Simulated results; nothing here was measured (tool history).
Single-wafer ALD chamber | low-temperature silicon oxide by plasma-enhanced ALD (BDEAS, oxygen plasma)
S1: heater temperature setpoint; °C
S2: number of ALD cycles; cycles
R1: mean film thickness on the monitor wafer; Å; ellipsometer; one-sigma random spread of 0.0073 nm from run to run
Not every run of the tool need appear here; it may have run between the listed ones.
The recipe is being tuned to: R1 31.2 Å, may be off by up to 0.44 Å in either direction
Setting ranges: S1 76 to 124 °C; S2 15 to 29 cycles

run,day,S1,S2,R1
1,0,100,22,29.292
2,0.25,97,22,29.738
3,0.475,90,22,30.276
4,0.638,99,22,29.298
5,0.946,96,22,29.776
6,1.129,96,19,25.663
7,1.279,92,20,27.386
8,1.617,89,20,27.679
9,1.662,86,20,27.867

Below are 4 possible settings for the next run. Only one of them brings all results inside the allowed miss of their targets. Which is it?
A,1.708,80,22,?
B,1.708,82,23,?
C,1.708,76,21,?
D,1.708,85,23,?

move,R1
A,31.201
B,32.424
C,30.138
D,32.132
A: every result lands within tolerance
B: the result that was furthest off in the last run now lies on the other side of its target
C: gains on the last run, yet a result remains outside its allowed miss
D: the result that was furthest off in the last run now lies on the other side of its target
A is the move that brings every result within its allowed miss.

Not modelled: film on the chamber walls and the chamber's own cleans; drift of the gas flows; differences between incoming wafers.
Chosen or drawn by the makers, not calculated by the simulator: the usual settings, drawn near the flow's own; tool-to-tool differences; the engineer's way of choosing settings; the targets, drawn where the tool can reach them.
